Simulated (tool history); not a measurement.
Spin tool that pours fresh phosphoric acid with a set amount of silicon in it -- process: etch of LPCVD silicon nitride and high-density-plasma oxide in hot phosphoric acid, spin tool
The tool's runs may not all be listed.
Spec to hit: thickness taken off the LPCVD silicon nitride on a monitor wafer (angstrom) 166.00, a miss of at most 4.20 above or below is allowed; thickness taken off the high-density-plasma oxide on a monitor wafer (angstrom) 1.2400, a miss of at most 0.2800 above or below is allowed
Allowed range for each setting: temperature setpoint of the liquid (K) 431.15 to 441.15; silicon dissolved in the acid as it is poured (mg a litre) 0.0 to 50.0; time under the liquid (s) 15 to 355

run,hour,temperature setpoint of the liquid (K),silicon dissolved in the acid as it is poured (mg a litre),time under the liquid (s),thickness taken off the LPCVD silicon nitride on a monitor wafer (angstrom),thickness taken off the high-density-plasma oxide on a monitor wafer (angstrom)
1,0.0,436.15,24.5,180,175.12,2.6973
2,1.2,436.15,11.5,180,173.50,4.2923
3,2.4,435.65,18.0,180,170.61,2.9941
4,9.2,436.65,18.0,180,176.49,3.7838
5,16.2,436.65,18.0,240,235.93,4.4826
6,21.3,435.65,21.0,230,218.64,3.8897
# hour 27.0: heated supply line repaired
7,27.0,435.65,21.0,230,230.36,4.3429
8,35.8,435.65,26.5,215,218.03,3.5623
9,42.3,434.65,31.5,200,193.33,2.3006
10,42.9,434.15,33.5,195,185.07,2.2899

Next run, 4 choices. One meets every target within its allowed miss, the rest don't. Which?
A,43.5,433.65,27.0,190,?,?
B,43.5,434.65,29.0,170,?,?
C,43.5,435.65,42.0,165,?,?
D,43.5,432.15,30.5,185,?,?

move,thickness taken off the LPCVD silicon nitride on a monitor wafer (angstrom),thickness taken off the high-density-plasma oxide on a monitor wafer (angstrom)
A,177.16,2.7869
B,163.90,2.4927
C,164.46,1.3018
D,164.01,2.1243
A: the biggest miss grows against the last run
B: corrects the largest miss of the last run, while another result sits out of spec
C: every result within its allowed miss
D: corrects the largest miss of the last run, while another result sits out of spec
C meets every target.
